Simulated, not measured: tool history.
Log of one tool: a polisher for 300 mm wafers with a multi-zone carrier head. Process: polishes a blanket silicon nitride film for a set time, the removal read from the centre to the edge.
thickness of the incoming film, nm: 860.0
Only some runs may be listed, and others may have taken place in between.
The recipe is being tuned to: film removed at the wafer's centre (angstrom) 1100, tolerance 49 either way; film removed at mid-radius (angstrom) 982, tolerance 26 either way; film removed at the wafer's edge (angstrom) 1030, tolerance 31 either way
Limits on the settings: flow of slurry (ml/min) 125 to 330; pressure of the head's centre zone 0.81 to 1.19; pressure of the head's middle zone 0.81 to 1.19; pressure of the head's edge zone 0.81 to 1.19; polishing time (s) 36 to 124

run  hour  flow of slurry (ml/min)  pressure of the head's centre zone  pressure of the head's middle zone  pressure of the head's edge zone  polishing time (s)  film removed at the wafer's centre (angstrom)  film removed at mid-radius (angstrom)  film removed at the wafer's edge (angstrom)
  1     0                      210                                   1                                   1                                 1                  79                                         1843.3                                 1895.6                                       1924.1
  2   4.8                      210                                   1                                0.99                              0.98                  75                                         1785.4                                 1775.1                                       1827.3
  3  13.2                      205                                   1                                0.99                              0.96                  71                                         1655.9                                   1671                                       1682.5
  4    20                      200                                   1                                0.98                              0.95                  68                                         1603.3                                 1573.7                                       1595.2
  5  27.3                      195                                0.99                                0.97                              0.94                  66                                         1529.5                                 1503.1                                       1544.9
  6  30.9                      190                                0.99                                0.96                              0.93                  64                                         1499.2                                 1466.1                                         1517
  7  34.5                      190                                0.99                                0.96                              0.92                  61                                         1405.1                                   1392                                       1412.3
  8  40.1                      165                                1.02                                0.86                              0.82                  42                                         959.72                                  841.6                                       907.35
  9  41.8                      175                                1.02                                0.86                              0.82                  42                                         985.52                                 862.82                                       915.99
 10  44.7                      185                                1.02                                0.86                              0.83                  42                                         977.08                                 874.35                                       921.65
 11  51.2                      190                                1.03                                0.86                              0.84                  42                                         1023.9                                 875.62                                       928.84
 12  54.9                      195                                1.03                                0.86                              0.85                  42                                         983.27                                 878.94                                       947.09
 13  55.7                      200                                1.04                                0.87                              0.85                  42                                         1000.5                                 889.02                                       950.62
 14  62.7                      200                                1.05                                0.88                              0.85                  42                                         1019.9                                 905.98                                       946.12
     67.1  -- slurry nozzle cleaned
 15  67.1                      205                                1.05                                0.88                              0.86                  42                                         1081.2                                  936.1                                       995.67

Of the 5 settings listed for the next run, only one would bring every result within its allowed miss of target. Which one?
  A  71.5                      170                                1.05                                0.84                              0.94                  43                                              ?                                      ?                                            ?
  B  71.5                      230                                0.97                                0.81                               1.1                  40                                              ?                                      ?                                            ?
  C  71.5                      260                                 1.1                                0.98                              0.81                  40                                              ?                                      ?                                            ?
  D  71.5                      210                                1.04                                 0.9                               0.9                  43                                              ?                                      ?                                            ?
  E  71.5                      190                                   1                                0.83                              0.94                  43                                              ?                                      ?                                            ?

move  film removed at the wafer's centre (angstrom)  film removed at mid-radius (angstrom)  film removed at the wafer's edge (angstrom)
   A                                         1073.7                                 906.89                                       1043.5
   B                                         975.03                                 849.56                                       1076.6
   C                                         1096.9                                 1004.4                                       939.17
   D                                         1097.3                                 984.25                                       1041.5
   E                                         1048.3                                 911.13                                       1054.4
A: further off than the last run
B: further off than the last run
C: puts the biggest miss on target and leaves a different result outside tolerance
D: in spec on every target
E: further off than the last run
Answer: D
